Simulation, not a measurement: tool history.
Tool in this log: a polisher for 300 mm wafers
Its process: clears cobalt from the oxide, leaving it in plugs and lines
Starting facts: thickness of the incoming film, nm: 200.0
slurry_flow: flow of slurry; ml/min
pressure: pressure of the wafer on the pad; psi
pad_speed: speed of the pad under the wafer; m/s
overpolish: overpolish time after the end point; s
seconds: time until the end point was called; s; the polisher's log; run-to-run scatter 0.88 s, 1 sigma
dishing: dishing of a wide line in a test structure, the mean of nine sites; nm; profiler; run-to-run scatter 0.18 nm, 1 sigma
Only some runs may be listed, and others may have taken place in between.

run  hour  slurry_flow  pressure  pad_speed  overpolish  seconds  dishing
  1   0.0          220       1.6       0.86          19   69.700   18.511
  2   4.5          205       1.6       0.86          15   70.486   17.172
  3  11.8          235       1.6       0.86          15   68.502   17.721
  4  17.0          200       1.7       0.86          12   66.767   16.635
  5  18.8          175       1.8       0.82          10   67.765   15.357
  6  21.0          175       1.8       0.82          17   67.335   18.160
  7  27.4          160       1.7       0.92          13   62.466   17.185
  8  35.5          190       2.0       0.78          11   65.701   16.264
  9  41.4          170       2.0       0.78           9   66.554   14.533
 10  48.1          130       2.1       0.78           6   66.980   11.806
 11  55.3          135       2.1       0.78           6   66.436   11.551

What will run 12 give?
 12  60.4          130       2.2       0.78          11        ?        ?

seconds: 64.273 s
dishing: 16.340 nm
